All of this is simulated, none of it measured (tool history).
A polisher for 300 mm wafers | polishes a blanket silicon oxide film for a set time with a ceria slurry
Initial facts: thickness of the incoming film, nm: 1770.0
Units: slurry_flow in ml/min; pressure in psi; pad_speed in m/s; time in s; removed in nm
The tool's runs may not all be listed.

run,hour,slurry_flow,pressure,pad_speed,time,removed
1,0,180,3.9,0.9,45,252.27
2,4.4,225,3.9,0.9,45,260.05
3,12.5,225,3,0.9,45,203.1
4,20.4,225,3.6,0.9,45,242.91
5,21.5,230,4,0.9,45,272.31
6,23.7,230,4,1.04,45,312.82
7,29.5,235,4.2,1.04,45,327.5
8,35.9,240,4.3,1.04,45,333.6

Forecast run 9:
9,41.1,240,4.4,1.04,45,?

removed: 339.38 nm

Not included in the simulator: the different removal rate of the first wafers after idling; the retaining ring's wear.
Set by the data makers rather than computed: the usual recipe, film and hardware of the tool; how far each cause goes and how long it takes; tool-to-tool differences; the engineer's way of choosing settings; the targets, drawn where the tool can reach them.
